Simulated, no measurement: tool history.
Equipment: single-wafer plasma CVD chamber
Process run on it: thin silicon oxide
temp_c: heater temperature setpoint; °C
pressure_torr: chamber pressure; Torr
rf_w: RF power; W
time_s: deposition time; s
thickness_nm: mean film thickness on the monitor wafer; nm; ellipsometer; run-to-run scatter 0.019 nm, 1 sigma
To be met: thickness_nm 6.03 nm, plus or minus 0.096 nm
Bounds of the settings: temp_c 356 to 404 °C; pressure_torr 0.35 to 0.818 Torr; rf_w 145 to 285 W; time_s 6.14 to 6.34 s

run	day	temp_c	pressure_torr	rf_w	time_s	thickness_nm
1	0	380	0.584	215	6.14	6.8579
2	0.233	380	0.584	185	6.14	6.5476
3	0.538	380	0.577	185	6.14	6.5038
4	0.85	374	0.577	185	6.14	6.5371
5	1.125	374	0.571	185	6.14	6.4998
6	1.342	376	0.566	185	6.14	6.4668
7	1.383	377	0.561	185	6.14	6.368
8	1.479	377	0.561	185	6.14	6.4009
9	1.642	377	0.555	185	6.14	6.388
10	2.008	377	0.548	185	6.14	6.2926
11	2.233	377	0.544	185	6.14	6.2604
12	2.379	377	0.54	185	6.14	6.2712
13	2.596	377	0.535	185	6.14	6.2245
# day 2.746: capacitance manometer re-zeroed and calibrated
14	2.746	377	0.531	185	6.14	6.3686

Which one of the following 4 next-run settings gets every result inside its allowed miss? There is exactly one.
A	2.896	378	0.555	190	6.34	?
B	2.896	385	0.488	195	6.14	?
C	2.896	387	0.478	195	6.34	?
D	2.896	379	0.549	165	6.14	?

move	thickness_nm
A	6.8291
B	6.0641
C	6.1658
D	6.3065
A: misses by more than the last run did
B: every result within its allowed miss
C: gains on the last run, yet a result remains outside its allowed miss
D: gains on the last run, yet a result remains outside its allowed miss
The right move is B.
